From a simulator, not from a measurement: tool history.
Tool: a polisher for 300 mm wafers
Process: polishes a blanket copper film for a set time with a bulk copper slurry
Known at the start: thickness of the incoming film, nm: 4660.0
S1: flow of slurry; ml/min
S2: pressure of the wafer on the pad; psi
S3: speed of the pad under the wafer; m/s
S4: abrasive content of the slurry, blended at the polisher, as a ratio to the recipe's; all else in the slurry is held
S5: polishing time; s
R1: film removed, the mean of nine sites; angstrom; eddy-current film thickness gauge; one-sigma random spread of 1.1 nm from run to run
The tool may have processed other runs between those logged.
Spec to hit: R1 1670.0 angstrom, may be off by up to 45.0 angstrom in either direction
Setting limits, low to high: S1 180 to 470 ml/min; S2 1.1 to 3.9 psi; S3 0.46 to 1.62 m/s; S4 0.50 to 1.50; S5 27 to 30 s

run  hour   S1   S2    S3    S4  S5      R1
  1   0.0  300  2.5  1.04  1.00  30  2579.0
  2   7.0  300  2.2  1.04  1.00  30  2296.4
  3  13.5  300  2.2  1.24  1.00  30  2621.5
  4  17.7  300  1.9  1.24  1.00  30  2296.0
  5  24.8  300  1.9  1.24  1.15  30  2371.4
  6  25.6  300  1.7  1.24  1.15  30  2136.1
  7  26.4  295  1.1  1.24  1.15  30  1465.6
  8  29.4  305  1.2  1.24  1.15  30  1581.8
  9  31.9  310  1.2  1.24  1.15  30  1584.4
 10  38.1  315  1.2  1.24  1.15  30  1594.7

Pick the move, out of 5, that brings all results within their allowed miss; only one does.
  A  44.3  380  1.5  1.14  0.95  30   ?
  B  44.3  360  1.2  1.52  1.15  28   ?
  C  44.3  390  1.5  1.10  1.00  30   ?
  D  44.3  325  1.2  1.34  1.05  30   ?
  E  44.3  335  1.3  1.38  1.15  29   ?

move      R1
   A  1754.6
   B  1760.2
   C  1724.5
   D  1657.2
   E  1791.1
A: carries the result that was furthest off beyond its target, to the other side
B: carries the result that was furthest off beyond its target, to the other side
C: carries the result that was furthest off beyond its target, to the other side
D: all results in spec
E: carries the result that was furthest off beyond its target, to the other side
Answer: D
